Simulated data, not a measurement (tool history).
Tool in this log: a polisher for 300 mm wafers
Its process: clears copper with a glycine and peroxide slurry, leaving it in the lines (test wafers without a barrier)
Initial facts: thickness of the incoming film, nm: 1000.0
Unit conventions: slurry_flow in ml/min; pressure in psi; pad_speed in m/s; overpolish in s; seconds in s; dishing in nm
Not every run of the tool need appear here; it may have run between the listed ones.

run	hour	slurry_flow	pressure	pad_speed	overpolish	seconds	dishing
1	0	140	3.1	1.06	23	146.6	76.604
2	2.3	145	3.3	1.06	26	144.13	90.471
3	9.8	145	3.3	1.06	31	144.19	100.23
4	18.5	150	3.5	1.06	31	136.12	103.52
5	21.3	155	3.6	1.06	32	133.24	108.76
6	25.9	155	3.7	1.06	32	129.21	108.19
7	33	155	3.7	1.06	33	130.13	110.76

Run 8 comes next. What will it give?
8	37.1	155	3.8	1.06	33	?	?

Logged for run 8: seconds 128.86 s, dishing 112.65 nm.

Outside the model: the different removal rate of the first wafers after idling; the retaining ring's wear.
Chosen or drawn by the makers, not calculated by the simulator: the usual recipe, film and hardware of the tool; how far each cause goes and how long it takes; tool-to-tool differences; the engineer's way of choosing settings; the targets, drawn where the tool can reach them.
